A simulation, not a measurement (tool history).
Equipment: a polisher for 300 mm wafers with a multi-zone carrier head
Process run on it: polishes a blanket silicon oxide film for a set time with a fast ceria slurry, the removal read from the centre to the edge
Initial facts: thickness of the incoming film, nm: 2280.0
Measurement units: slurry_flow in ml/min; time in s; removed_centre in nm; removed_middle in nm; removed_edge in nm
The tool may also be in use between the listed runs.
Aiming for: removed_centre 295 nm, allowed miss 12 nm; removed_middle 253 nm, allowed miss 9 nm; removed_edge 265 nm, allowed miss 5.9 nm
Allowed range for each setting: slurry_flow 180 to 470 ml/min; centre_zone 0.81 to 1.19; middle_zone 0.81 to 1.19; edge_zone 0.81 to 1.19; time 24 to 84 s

run,hour,slurry_flow,centre_zone,middle_zone,edge_zone,time,removed_centre,removed_middle,removed_edge
1,0,300,1,1,1,54,512.42,502.18,511.2
2,3.5,300,1,1,1,60,575.63,564.41,577.45
3,11.1,300,1,1,1,69,653.28,647.54,657.04
4,11.7,260,0.99,0.94,0.93,53,497.68,462.9,481.32
5,18.4,260,0.99,0.94,0.97,53,504.45,464.34,487.72
6,21,260,0.99,0.94,1.04,53,484.73,462.78,503.72
7,27.4,230,0.97,0.91,0.96,43,382.17,364.09,393.39
8,29.1,230,0.99,0.9,0.92,37,339,310.54,329.04
9,35.9,230,1,0.89,0.89,35,319.68,289.38,307.08
10,42.6,230,1.01,0.88,0.86,34,315.33,284.01,294.55

Exercise: of the 4 proposed moves below, exactly one satisfies all targets within the stated allowed misses. Which move is it?
A,49.3,300,1.06,0.91,0.9,29,?,?,?
B,49.3,235,0.94,0.81,0.98,30,?,?,?
C,49.3,215,0.97,0.81,0.83,33,?,?,?
D,49.3,250,1.02,0.91,0.84,36,?,?,?

move,removed_centre,removed_middle,removed_edge
A,284.7,251.37,259.29
B,254.14,232.34,274.6
C,285.5,253.16,277.89
D,333.67,306.88,308.02
A: every result lands within tolerance
B: better than the last run, though not everything is in spec
C: better than the last run, though not everything is in spec
D: the biggest miss grows against the last run
A is the move that brings every result within its allowed miss.

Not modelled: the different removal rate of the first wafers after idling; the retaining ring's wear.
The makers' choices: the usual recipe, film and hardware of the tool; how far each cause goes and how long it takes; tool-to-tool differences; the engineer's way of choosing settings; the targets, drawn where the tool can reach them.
